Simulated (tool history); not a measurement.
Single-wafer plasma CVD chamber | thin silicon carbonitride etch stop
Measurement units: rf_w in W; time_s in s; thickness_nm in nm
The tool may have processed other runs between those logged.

Run 1, hour 0.0: rf_w 215 W, time_s 27.7 s. Result: thickness_nm 17.102 nm.
Run 2, hour 5.1: rf_w 240 W, time_s 27.7 s. Result: thickness_nm 17.611 nm.
Run 3, hour 5.8: rf_w 240 W, time_s 31.6 s. Result: thickness_nm 20.085 nm.
Run 4, hour 10.2: rf_w 240 W, time_s 30.1 s. Result: thickness_nm 19.147 nm.
Run 5, hour 12.6: rf_w 240 W, time_s 28.3 s. Result: thickness_nm 18.361 nm.
At hour 20.1: RF generator calibrated.
Run 6, hour 20.1: rf_w 265 W, time_s 28.3 s. Result: thickness_nm 19.355 nm.
Run 7, hour 28.2: rf_w 250 W, time_s 27.7 s. Result: thickness_nm 18.326 nm.
Run 8, hour 34.6: rf_w 240 W, time_s 27.1 s. Result: thickness_nm 17.853 nm.
Run 9, hour 40.8: rf_w 230 W, time_s 26.4 s. Result: thickness_nm 17.068 nm.
Run 10, hour 44.3: rf_w 220 W, time_s 25.8 s. Result: thickness_nm 16.502 nm.
Run 11, hour 45.0: rf_w 210 W, time_s 25.3 s. Result: thickness_nm 15.891 nm.

What will run 12 give?
Run 12, hour 48.0: rf_w 205 W, time_s 24.9 s. Result: thickness_nm ?.

{"run 12": {"thickness_nm": 15.356}}
